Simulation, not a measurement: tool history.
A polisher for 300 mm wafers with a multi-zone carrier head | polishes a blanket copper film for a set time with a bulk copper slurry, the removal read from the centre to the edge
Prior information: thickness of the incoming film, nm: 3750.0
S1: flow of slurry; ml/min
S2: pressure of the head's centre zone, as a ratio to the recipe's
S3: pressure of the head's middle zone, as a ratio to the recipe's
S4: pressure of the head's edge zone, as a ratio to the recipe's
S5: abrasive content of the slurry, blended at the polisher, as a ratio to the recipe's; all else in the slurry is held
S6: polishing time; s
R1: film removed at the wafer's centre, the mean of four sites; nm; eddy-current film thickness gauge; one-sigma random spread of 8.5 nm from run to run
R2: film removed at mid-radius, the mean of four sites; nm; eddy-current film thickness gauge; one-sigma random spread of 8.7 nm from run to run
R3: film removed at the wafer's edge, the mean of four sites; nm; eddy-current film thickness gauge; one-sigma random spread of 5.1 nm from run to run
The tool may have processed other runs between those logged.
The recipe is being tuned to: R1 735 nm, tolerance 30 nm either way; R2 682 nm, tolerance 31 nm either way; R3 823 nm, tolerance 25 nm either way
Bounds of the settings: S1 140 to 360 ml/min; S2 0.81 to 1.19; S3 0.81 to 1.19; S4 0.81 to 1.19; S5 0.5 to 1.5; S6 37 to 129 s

| run | day | S1 | S2 | S3 | S4 | S5 | S6 | R1 | R2 | R3 |
|---|---|---|---|---|---|---|---|---|---|---|
| 1 | 0 | 230 | 1 | 1 | 1 | 1 | 83 | 1247.4 | 1243 | 1234.9 |
| 2 | 0.083 | 215 | 0.97 | 0.94 | 1.01 | 0.85 | 74 | 1032.7 | 984.16 | 1072.1 |
| 3 | 0.221 | 215 | 0.97 | 0.94 | 1.09 | 0.85 | 74 | 1014.6 | 986.03 | 1119.6 |
| 4 | 0.567 | 215 | 0.92 | 0.94 | 1.09 | 0.85 | 74 | 966.92 | 999.25 | 1119.7 |
| 5 | 0.683 | 205 | 0.91 | 0.9 | 1.05 | 0.75 | 69 | 857.86 | 875.62 | 992.96 |
| 6 | 0.971 | 205 | 0.91 | 0.9 | 1.1 | 0.75 | 69 | 869.17 | 874.9 | 1020.3 |
| 7 | 1.171 | 195 | 0.91 | 0.87 | 1.07 | 0.65 | 66 | 788.92 | 777.72 | 933.75 |
| 8 | 1.267 | 190 | 0.91 | 0.85 | 1.03 | 0.6 | 66 | 789.93 | 755.26 | 895.63 |
| 9 | 1.521 | 185 | 0.91 | 0.84 | 1.02 | 0.55 | 65 | 759.67 | 726.07 | 857.48 |

Pick the move, out of 5, that brings all results within their allowed miss; only one does.
| A | 1.775 | 215 | 0.82 | 0.95 | 0.9 | 0.5 | 66 | ? | ? | ? |
| B | 1.775 | 170 | 0.91 | 0.82 | 1.01 | 0.55 | 68 | ? | ? | ? |
| C | 1.775 | 180 | 0.97 | 0.82 | 0.98 | 0.5 | 65 | ? | ? | ? |
| D | 1.775 | 215 | 0.93 | 0.83 | 1.04 | 0.55 | 60 | ? | ? | ? |
| E | 1.775 | 200 | 1.09 | 0.81 | 1.08 | 0.5 | 59 | ? | ? | ? |

| move | R1 | R2 | R3 |
|---|---|---|---|
| A | 706.12 | 818.07 | 837.07 |
| B | 783.85 | 733.14 | 899.57 |
| C | 796.26 | 697.16 | 840.79 |
| D | 739.92 | 679.8 | 829.39 |
| E | 829.69 | 637.98 | 811.3 |
A: the biggest miss grows against the last run
B: the biggest miss grows against the last run
C: puts the biggest miss on target and leaves a different result outside tolerance
D: meets every target
E: takes the biggest miss from the last run beyond its target
Move D is the one to make.

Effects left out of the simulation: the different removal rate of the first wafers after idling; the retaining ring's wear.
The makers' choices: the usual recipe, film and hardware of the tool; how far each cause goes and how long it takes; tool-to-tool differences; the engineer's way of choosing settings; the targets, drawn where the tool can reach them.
